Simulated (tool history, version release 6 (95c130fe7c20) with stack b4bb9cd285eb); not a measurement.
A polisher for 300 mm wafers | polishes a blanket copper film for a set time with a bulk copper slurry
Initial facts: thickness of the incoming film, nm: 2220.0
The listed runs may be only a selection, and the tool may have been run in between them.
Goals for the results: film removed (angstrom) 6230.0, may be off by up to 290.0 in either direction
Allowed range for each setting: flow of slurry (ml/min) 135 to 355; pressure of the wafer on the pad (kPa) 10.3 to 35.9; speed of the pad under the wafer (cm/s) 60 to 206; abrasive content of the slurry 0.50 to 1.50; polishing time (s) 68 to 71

run	hour	flow of slurry (ml/min)	pressure of the wafer on the pad (kPa)	speed of the pad under the wafer (cm/s)	abrasive content of the slurry	polishing time (s)	film removed (angstrom)
1	0.0	225	22.8	132	1.00	68	9589.6
2	1.5	225	22.8	132	1.00	71	9843.4
3	7.7	225	25.5	132	1.00	71	11112.0
4	10.4	200	25.5	132	1.00	71	10954.0
5	13.7	200	23.4	132	1.00	71	9967.7
6	15.1	200	27.6	132	1.00	71	12032.0
7	21.5	200	25.5	132	1.00	71	11279.0
8	23.8	200	23.4	132	1.00	71	10072.0
9	31.3	200	22.1	132	1.00	71	9599.4
10	34.8	200	20.7	132	1.00	71	9260.3
11	39.5	200	19.3	130	1.00	71	8165.0
12	45.9	200	13.8	128	1.00	71	5740.4

Consider the 4 candidate settings below. Which is the only one whose results all fall within their allowed miss of target?
A	52.3	205	15.9	132	1.00	69	?
B	52.3	185	15.9	120	1.05	68	?
C	52.3	235	11.0	168	1.35	71	?
D	52.3	175	11.0	140	0.90	68	?

move	film removed (angstrom)
A	6775.2
B	6125.3
C	6901.8
D	4784.0
A: pushes the last run's worst result past its target
B: hits every target within its allowed miss
C: pushes the last run's worst result past its target
D: lands further from the targets than the last run did
Answer: B
